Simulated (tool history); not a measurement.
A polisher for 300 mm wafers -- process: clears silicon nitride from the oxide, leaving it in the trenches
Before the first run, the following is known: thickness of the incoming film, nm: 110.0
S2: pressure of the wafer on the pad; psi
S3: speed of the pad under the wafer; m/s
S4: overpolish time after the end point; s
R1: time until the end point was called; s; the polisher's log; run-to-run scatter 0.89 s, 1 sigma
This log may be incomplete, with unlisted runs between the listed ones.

run 1 hour=0.0 | flow_of_slurry_(ml/min)=300 S2=3.1 S3=1.30 S4=6 | R1=76.730
run 2 hour=9.1 | flow_of_slurry_(ml/min)=300 S2=2.4 S3=1.30 S4=6 | R1=94.055
run 3 hour=16.9 | flow_of_slurry_(ml/min)=375 S2=2.4 S3=1.30 S4=6 | R1=95.301
run 4 hour=24.5 | flow_of_slurry_(ml/min)=375 S2=2.6 S3=1.30 S4=6 | R1=89.212
run 5 hour=30.1 | flow_of_slurry_(ml/min)=375 S2=2.6 S3=1.30 S4=6 | R1=87.996
run 6 hour=39.0 | flow_of_slurry_(ml/min)=375 S2=2.6 S3=1.30 S4=6 | R1=88.509
run 7 hour=47.7 | flow_of_slurry_(ml/min)=375 S2=2.7 S3=1.30 S4=6 | R1=84.657
run 8 hour=52.9 | flow_of_slurry_(ml/min)=375 S2=2.8 S3=1.30 S4=6 | R1=82.147
run 9 hour=56.0 | flow_of_slurry_(ml/min)=375 S2=2.9 S3=1.30 S4=6 | R1=81.142
run 10 hour=64.5 | flow_of_slurry_(ml/min)=375 S2=3.0 S3=1.30 S4=6 | R1=79.569
run 11 hour=69.7 | flow_of_slurry_(ml/min)=375 S2=3.1 S3=1.30 S4=6 | R1=77.525
run 12 hour=72.3 | flow_of_slurry_(ml/min)=375 S2=3.2 S3=1.30 S4=6 | R1=76.013
run 13 hour=77.1 | flow_of_slurry_(ml/min)=375 S2=3.3 S3=1.30 S4=6 | R1=73.605
run 14 hour=80.4 | flow_of_slurry_(ml/min)=375 S2=3.4 S3=1.30 S4=6 | R1=72.974

What will run 15 give?
run 15 hour=82.7 | flow_of_slurry_(ml/min)=375 S2=3.5 S3=1.30 S4=6 | R1=?

R1: 69.666 s
